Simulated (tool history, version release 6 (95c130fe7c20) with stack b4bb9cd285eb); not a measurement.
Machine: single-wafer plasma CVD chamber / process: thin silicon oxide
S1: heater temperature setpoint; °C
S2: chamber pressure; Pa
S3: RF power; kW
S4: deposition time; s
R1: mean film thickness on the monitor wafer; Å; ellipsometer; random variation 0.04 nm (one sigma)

{"run": 1, "hour": 0.0, "S1": 415, "S2": 131.6, "S3": 0.29, "S4": 6.82, "R1": 147.11}
{"run": 2, "hour": 3.1, "S1": 415, "S2": 131.6, "S3": 0.29, "S4": 6.51, "R1": 141.06}
{"run": 3, "hour": 9.8, "S1": 407, "S2": 131.6, "S3": 0.29, "S4": 6.51, "R1": 142.14}
{"run": 4, "hour": 14.1, "S1": 407, "S2": 131.6, "S3": 0.32, "S4": 6.51, "R1": 146.59}
{"run": 5, "hour": 18.1, "S1": 407, "S2": 135.7, "S3": 0.32, "S4": 6.51, "R1": 149.76}
{"run": 6, "hour": 20.1, "S1": 407, "S2": 139.6, "S3": 0.32, "S4": 6.51, "R1": 153.81}
{"run": 7, "hour": 26.6, "S1": 407, "S2": 142.7, "S3": 0.32, "S4": 6.51, "R1": 155.55}
{"run": 8, "hour": 32.5, "S1": 407, "S2": 145.7, "S3": 0.32, "S4": 6.51, "R1": 158.7}
{"run": 9, "hour": 35.1, "S1": 407, "S2": 148.3, "S3": 0.32, "S4": 6.51, "R1": 161.46}
{"run": 10, "hour": 39.1, "S1": 407, "S2": 150.4, "S3": 0.32, "S4": 6.51, "R1": 162.82}
{"run": 11, "hour": 43.2, "S1": 407, "S2": 152.4, "S3": 0.32, "S4": 6.51, "R1": 165.37}
{"run": 12, "hour": 45.8, "S1": 407, "S2": 154, "S3": 0.32, "S4": 6.51, "R1": 166.37}
{"run": 13, "hour": 46.7, "S1": 407, "S2": 155.5, "S3": 0.32, "S4": 6.51, "R1": 167.44}
{"run": 14, "hour": 48.8, "S1": 407, "S2": 156.8, "S3": 0.32, "S4": 6.51, "R1": 167.6}

What will run 15 give?
{"run": 15, "hour": 55.9, "S1": 407, "S2": 158.3, "S3": 0.32, "S4": 6.51, "R1": "?"}

R1: 168.31 Å
